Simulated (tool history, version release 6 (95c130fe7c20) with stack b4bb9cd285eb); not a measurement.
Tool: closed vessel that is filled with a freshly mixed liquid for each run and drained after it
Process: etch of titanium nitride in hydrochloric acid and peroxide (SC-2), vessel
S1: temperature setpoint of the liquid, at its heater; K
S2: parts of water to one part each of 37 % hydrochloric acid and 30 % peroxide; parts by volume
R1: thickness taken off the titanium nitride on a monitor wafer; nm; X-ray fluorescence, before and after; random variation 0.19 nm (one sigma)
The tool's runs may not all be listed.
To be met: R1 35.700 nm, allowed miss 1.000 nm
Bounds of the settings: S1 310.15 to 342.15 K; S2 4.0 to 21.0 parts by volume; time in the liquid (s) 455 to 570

{"run": 1, "hour": 0.0, "S1": 326.15, "S2": 11.5, "time in the liquid (s)": 570, "R1": 22.445}
{"run": 2, "hour": 1.3, "S1": 326.65, "S2": 11.5, "time in the liquid (s)": 570, "R1": 23.232}
{"run": 3, "hour": 2.6, "S1": 327.15, "S2": 11.5, "time in the liquid (s)": 570, "R1": 23.869}
{"run": 4, "hour": 10.0, "S1": 327.15, "S2": 11.5, "time in the liquid (s)": 455, "R1": 19.069}
{"run": 5, "hour": 16.4, "S1": 328.15, "S2": 11.5, "time in the liquid (s)": 455, "R1": 20.211}
{"run": 6, "hour": 23.3, "S1": 328.15, "S2": 11.5, "time in the liquid (s)": 570, "R1": 25.381}
{"run": 7, "hour": 27.7, "S1": 328.65, "S2": 11.5, "time in the liquid (s)": 570, "R1": 26.214}
{"run": 8, "hour": 32.2, "S1": 329.15, "S2": 11.5, "time in the liquid (s)": 570, "R1": 27.106}
{"run": 9, "hour": 36.8, "S1": 329.65, "S2": 11.5, "time in the liquid (s)": 570, "R1": 28.084}
{"run": 10, "hour": 43.6, "S1": 330.15, "S2": 11.5, "time in the liquid (s)": 570, "R1": 28.797}
{"run": 11, "hour": 47.6, "S1": 330.65, "S2": 11.5, "time in the liquid (s)": 570, "R1": 29.544}
{"run": 12, "hour": 54.0, "S1": 331.15, "S2": 11.5, "time in the liquid (s)": 570, "R1": 30.887}
{"run": 13, "hour": 58.6, "S1": 332.65, "S2": 11.5, "time in the liquid (s)": 570, "R1": 33.979}
{"run": 14, "hour": 63.3, "S1": 332.65, "S2": 11.5, "time in the liquid (s)": 570, "R1": 33.74}

Which of these 5 next moves meets every target?
{"run": "A", "hour": 68.0, "S1": 333.15, "S2": 11.5, "time in the liquid (s)": 505, "R1": "?"}
{"run": "B", "hour": 68.0, "S1": 332.15, "S2": 10.0, "time in the liquid (s)": 515, "R1": "?"}
{"run": "C", "hour": 68.0, "S1": 335.65, "S2": 10.5, "time in the liquid (s)": 460, "R1": "?"}
{"run": "D", "hour": 68.0, "S1": 333.65, "S2": 12.0, "time in the liquid (s)": 555, "R1": "?"}
{"run": "E", "hour": 68.0, "S1": 333.15, "S2": 9.0, "time in the liquid (s)": 515, "R1": "?"}

move=A R1=30.749
move=B R1=33.126
move=C R1=35.345
move=D R1=33.623
move=E R1=38.485
A: further off than the last run
B: further off than the last run
C: meets every target
D: further off than the last run
E: takes the result that was furthest off past its target
Answer: C

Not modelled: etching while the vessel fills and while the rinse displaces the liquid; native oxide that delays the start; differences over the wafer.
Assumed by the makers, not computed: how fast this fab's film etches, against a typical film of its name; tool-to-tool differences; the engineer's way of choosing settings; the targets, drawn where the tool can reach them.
